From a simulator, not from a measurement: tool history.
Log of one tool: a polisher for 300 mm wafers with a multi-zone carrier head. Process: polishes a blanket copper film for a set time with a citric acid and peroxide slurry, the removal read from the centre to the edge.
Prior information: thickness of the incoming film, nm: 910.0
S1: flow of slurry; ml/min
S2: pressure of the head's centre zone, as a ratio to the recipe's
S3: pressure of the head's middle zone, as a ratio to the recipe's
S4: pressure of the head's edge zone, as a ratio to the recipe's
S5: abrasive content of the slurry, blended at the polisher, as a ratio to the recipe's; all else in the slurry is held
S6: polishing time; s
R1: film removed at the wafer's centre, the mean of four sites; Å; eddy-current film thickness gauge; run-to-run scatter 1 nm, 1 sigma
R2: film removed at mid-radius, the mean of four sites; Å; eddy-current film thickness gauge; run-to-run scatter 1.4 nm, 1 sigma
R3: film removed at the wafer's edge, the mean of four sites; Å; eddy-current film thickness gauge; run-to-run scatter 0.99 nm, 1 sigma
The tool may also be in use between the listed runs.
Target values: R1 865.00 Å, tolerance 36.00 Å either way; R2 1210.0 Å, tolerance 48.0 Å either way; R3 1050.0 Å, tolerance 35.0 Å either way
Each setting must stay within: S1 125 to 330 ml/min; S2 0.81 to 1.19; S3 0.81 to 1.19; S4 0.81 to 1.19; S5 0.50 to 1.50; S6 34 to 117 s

run	hour	S1	S2	S3	S4	S5	S6	R1	R2	R3
1	0.0	210	1.00	1.00	1.00	1.00	75	1599.70	1637.2	1593.4
2	1.6	200	0.96	1.02	0.99	0.90	71	1369.40	1559.4	1466.9
3	2.9	200	0.96	0.97	0.99	0.90	71	1367.20	1456.6	1472.8
4	10.4	200	0.96	0.97	0.99	0.90	84	1648.10	1726.2	1727.2
5	15.6	200	0.96	0.97	0.99	0.90	75	1481.30	1544.3	1531.6
6	21.2	220	0.96	0.97	0.99	0.90	75	1472.10	1554.0	1540.0
7	22.0	245	0.86	1.07	0.97	0.65	54	902.90	1173.8	1048.8
8	29.5	245	0.85	1.08	0.97	0.65	54	899.03	1210.6	1050.9

Exactly one of the 5 candidate moves below puts every result within its allowed miss. Which one?
A	37.0	235	0.91	1.12	0.95	0.80	51	?	?	?
B	37.0	265	0.94	1.13	1.00	0.50	55	?	?	?
C	37.0	205	0.93	1.08	1.02	0.55	54	?	?	?
D	37.0	230	0.81	1.07	0.88	0.55	57	?	?	?
E	37.0	230	0.90	1.08	0.98	0.85	52	?	?	?

move	R1	R2	R3
A	942.25	1223.9	1026.7
B	983.22	1243.2	1049.7
C	933.19	1152.1	1027.8
D	873.06	1228.0	1045.3
E	957.52	1219.8	1068.3
A: lands further from the targets than the last run did
B: lands further from the targets than the last run did
C: lands further from the targets than the last run did
D: in spec on every target
E: lands further from the targets than the last run did
Go with D: it meets all targets.
